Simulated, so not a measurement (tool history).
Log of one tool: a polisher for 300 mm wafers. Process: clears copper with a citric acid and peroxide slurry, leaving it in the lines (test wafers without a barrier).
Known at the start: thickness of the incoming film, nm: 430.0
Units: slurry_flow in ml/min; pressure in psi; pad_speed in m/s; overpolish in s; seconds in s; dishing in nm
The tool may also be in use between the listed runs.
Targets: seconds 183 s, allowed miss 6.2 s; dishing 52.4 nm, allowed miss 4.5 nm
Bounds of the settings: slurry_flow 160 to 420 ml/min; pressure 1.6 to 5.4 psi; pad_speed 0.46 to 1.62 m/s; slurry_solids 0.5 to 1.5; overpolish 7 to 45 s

run 1 hour=0 | slurry_flow=270 pressure=3.5 pad_speed=1.04 slurry_solids=1 overpolish=23 | seconds=143.85 dishing=41.761
run 2 hour=0.8 | slurry_flow=270 pressure=3.4 pad_speed=1.04 slurry_solids=1 overpolish=24 | seconds=149.69 dishing=43.598
run 3 hour=4.8 | slurry_flow=270 pressure=2.6 pad_speed=1.04 slurry_solids=1 overpolish=24 | seconds=193.73 dishing=33.56
run 4 hour=9.1 | slurry_flow=270 pressure=2.6 pad_speed=0.84 slurry_solids=1 overpolish=24 | seconds=235.56 dishing=28.216
run 5 hour=9.8 | slurry_flow=270 pressure=2.7 pad_speed=0.84 slurry_solids=1 overpolish=25 | seconds=233.73 dishing=31.997
run 6 hour=16.2 | slurry_flow=270 pressure=2.7 pad_speed=0.84 slurry_solids=1 overpolish=32 | seconds=229.72 dishing=37.497
run 7 hour=18.7 | slurry_flow=270 pressure=2.8 pad_speed=0.84 slurry_solids=1 overpolish=32 | seconds=222.42 dishing=39.605
run 8 hour=22.9 | slurry_flow=270 pressure=2.9 pad_speed=0.84 slurry_solids=1 overpolish=32 | seconds=217.29 dishing=42.152
run 9 hour=28.1 | slurry_flow=270 pressure=3 pad_speed=0.84 slurry_solids=1 overpolish=32 | seconds=208.45 dishing=40.753
run 10 hour=34.7 | slurry_flow=270 pressure=3 pad_speed=0.84 slurry_solids=1 overpolish=33 | seconds=207.45 dishing=42.93

Which of these 4 next moves meets every target?
run A hour=41.3 | slurry_flow=285 pressure=3.5 pad_speed=0.78 slurry_solids=1.15 overpolish=23 | seconds=? dishing=?
run B hour=41.3 | slurry_flow=230 pressure=3 pad_speed=0.96 slurry_solids=1.15 overpolish=24 | seconds=? dishing=?
run C hour=41.3 | slurry_flow=265 pressure=3.1 pad_speed=0.96 slurry_solids=0.9 overpolish=37 | seconds=? dishing=?
run D hour=41.3 | slurry_flow=255 pressure=2.7 pad_speed=0.82 slurry_solids=1 overpolish=45 | seconds=? dishing=?

move=A seconds=184.32 dishing=35.103
move=B seconds=178.76 dishing=37.147
move=C seconds=179.45 dishing=53.155
move=D seconds=234.28 dishing=49.795
A: brings the result that was furthest off to its target, and leaves another outside
B: brings the result that was furthest off to its target, and leaves another outside
C: meets every target
D: further off than the last run
Move C is the one to make.
